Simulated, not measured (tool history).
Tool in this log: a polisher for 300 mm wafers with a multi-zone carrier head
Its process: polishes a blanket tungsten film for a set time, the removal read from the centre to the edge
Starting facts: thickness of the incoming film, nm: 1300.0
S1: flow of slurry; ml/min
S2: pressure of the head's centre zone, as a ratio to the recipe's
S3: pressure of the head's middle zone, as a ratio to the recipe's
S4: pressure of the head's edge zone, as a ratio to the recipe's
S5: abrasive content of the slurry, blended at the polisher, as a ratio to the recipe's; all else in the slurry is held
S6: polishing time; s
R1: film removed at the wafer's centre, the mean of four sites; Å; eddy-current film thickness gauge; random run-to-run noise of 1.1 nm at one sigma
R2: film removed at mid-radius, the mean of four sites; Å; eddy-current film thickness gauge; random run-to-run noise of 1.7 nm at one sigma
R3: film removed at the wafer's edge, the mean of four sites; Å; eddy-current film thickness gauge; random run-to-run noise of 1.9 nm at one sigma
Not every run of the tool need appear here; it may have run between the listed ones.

| run | hour | S1 | S2 | S3 | S4 | S5 | S6 | R1 | R2 | R3 |
|---|---|---|---|---|---|---|---|---|---|---|
| 1 | 0 | 245 | 1 | 1 | 1 | 1 | 68 | 2402.3 | 2454.5 | 2359.1 |
| 2 | 5.7 | 240 | 0.96 | 0.97 | 0.97 | 0.85 | 59 | 1930.9 | 2030.2 | 1958.2 |
| 3 | 13 | 210 | 0.96 | 0.97 | 0.97 | 0.85 | 59 | 1869.6 | 2006.7 | 1941.3 |
| 4 | 19.5 | 180 | 0.96 | 0.97 | 0.97 | 0.85 | 59 | 1821.9 | 1978.4 | 1939.9 |
| 5 | 28.2 | 190 | 0.94 | 0.94 | 0.95 | 0.75 | 53 | 1610.4 | 1676.5 | 1647.4 |
| 6 | 29.4 | 185 | 0.9 | 0.92 | 0.94 | 0.65 | 51 | 1434.2 | 1532.7 | 1546.1 |

Predict the results of run 7:
| 7 | 33.8 | 185 | 0.88 | 0.91 | 0.91 | 0.6 | 50 | ? | ? | ? |

Run 7 yielded R1 1351.7 Å, R2 1494.4 Å, R3 1460.2 Å.
